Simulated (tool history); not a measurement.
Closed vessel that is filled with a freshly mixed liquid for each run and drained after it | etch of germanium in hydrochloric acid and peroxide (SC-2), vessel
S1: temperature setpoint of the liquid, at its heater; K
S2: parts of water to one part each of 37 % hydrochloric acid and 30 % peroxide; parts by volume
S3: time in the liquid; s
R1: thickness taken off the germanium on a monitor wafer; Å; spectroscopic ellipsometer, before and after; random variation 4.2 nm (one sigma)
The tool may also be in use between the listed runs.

run,day,S1,S2,S3,R1
1,0.000,326.15,10.0,100,3082.4
2,0.192,328.65,10.0,100,3278.1
3,0.288,328.65,11.5,100,3249.1
4,0.346,328.65,11.5,100,3259.2
5,0.412,334.15,11.5,100,3798.4
6,0.575,335.15,11.5,100,3884.3
7,0.700,336.15,11.5,100,3928.9

Run 8 comes next. What will it give?
8,0.912,337.15,11.5,100,?

{"run 8": {"R1": 4174.3}}

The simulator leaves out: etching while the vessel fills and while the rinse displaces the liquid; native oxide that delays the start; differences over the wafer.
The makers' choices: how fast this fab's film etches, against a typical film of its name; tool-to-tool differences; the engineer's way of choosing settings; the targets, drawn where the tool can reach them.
